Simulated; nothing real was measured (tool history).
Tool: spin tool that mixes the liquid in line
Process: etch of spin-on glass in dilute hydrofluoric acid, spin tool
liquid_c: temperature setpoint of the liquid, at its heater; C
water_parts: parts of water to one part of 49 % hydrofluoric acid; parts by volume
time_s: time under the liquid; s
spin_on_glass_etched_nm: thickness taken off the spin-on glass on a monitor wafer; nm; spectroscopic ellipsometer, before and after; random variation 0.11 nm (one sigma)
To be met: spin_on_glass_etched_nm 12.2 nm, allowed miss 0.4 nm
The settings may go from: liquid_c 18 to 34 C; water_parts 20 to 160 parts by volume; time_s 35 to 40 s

Run 1, hour 0: liquid_c 26 C, water_parts 90 parts by volume, time_s 40 s. Result: spin_on_glass_etched_nm 18.05 nm.
Run 2, hour 6: liquid_c 29 C, water_parts 90 parts by volume, time_s 40 s. Result: spin_on_glass_etched_nm 20.139 nm.
Run 3, hour 11.9: liquid_c 28 C, water_parts 90 parts by volume, time_s 40 s. Result: spin_on_glass_etched_nm 19.9 nm.
Run 4, hour 17.2: liquid_c 28 C, water_parts 105 parts by volume, time_s 40 s. Result: spin_on_glass_etched_nm 16.478 nm.
Run 5, hour 18.6: liquid_c 27 C, water_parts 105 parts by volume, time_s 40 s. Result: spin_on_glass_etched_nm 15.55 nm.
Run 6, hour 25.3: liquid_c 27 C, water_parts 80 parts by volume, time_s 40 s. Result: spin_on_glass_etched_nm 21.249 nm.
Run 7, hour 29.7: liquid_c 23 C, water_parts 105 parts by volume, time_s 40 s. Result: spin_on_glass_etched_nm 13.271 nm.
Run 8, hour 34.5: liquid_c 22 C, water_parts 105 parts by volume, time_s 40 s. Result: spin_on_glass_etched_nm 13.145 nm.

4 next moves are on the table. One of them brings every result within its allowed miss. Which?
Run A, hour 39.3: liquid_c 19 C, water_parts 90 parts by volume, time_s 40 s. Result: spin_on_glass_etched_nm ?.
Run B, hour 39.3: liquid_c 22.5 C, water_parts 105 parts by volume, time_s 35 s. Result: spin_on_glass_etched_nm ?.
Run C, hour 39.3: liquid_c 20.5 C, water_parts 90 parts by volume, time_s 40 s. Result: spin_on_glass_etched_nm ?.
Run D, hour 39.3: liquid_c 19.5 C, water_parts 100 parts by volume, time_s 40 s. Result: spin_on_glass_etched_nm ?.

move  spin_on_glass_etched_nm
   A                   13.608
   B                   11.575
   C                    14.48
   D                   12.366
A: further off than the last run
B: takes the result that was furthest off past its target
C: further off than the last run
D: meets every target
The right move is D.
